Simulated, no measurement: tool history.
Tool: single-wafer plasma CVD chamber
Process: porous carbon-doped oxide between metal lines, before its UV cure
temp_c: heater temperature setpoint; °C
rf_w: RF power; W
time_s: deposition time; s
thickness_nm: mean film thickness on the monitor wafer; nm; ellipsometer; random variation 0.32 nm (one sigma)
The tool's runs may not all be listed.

| run | day | temp_c | rf_w | time_s | thickness_nm |
|---|---|---|---|---|---|
| 1 | 0 | 310 | 385 | 20 | 89.444 |
| 2 | 0.088 | 307 | 390 | 20 | 91.797 |
| 3 | 0.238 | 307 | 390 | 20 | 91.605 |
| 4 | 0.496 | 307 | 390 | 20 | 92.051 |
| 5 | 0.833 | 307 | 390 | 20 | 91.498 |
| 6 | 0.862 | 313 | 390 | 20 | 88.823 |

Run 7 comes next. What will it give?
| 7 | 1.067 | 309 | 395 | 20 | ? |

thickness_nm: 91.5 nm

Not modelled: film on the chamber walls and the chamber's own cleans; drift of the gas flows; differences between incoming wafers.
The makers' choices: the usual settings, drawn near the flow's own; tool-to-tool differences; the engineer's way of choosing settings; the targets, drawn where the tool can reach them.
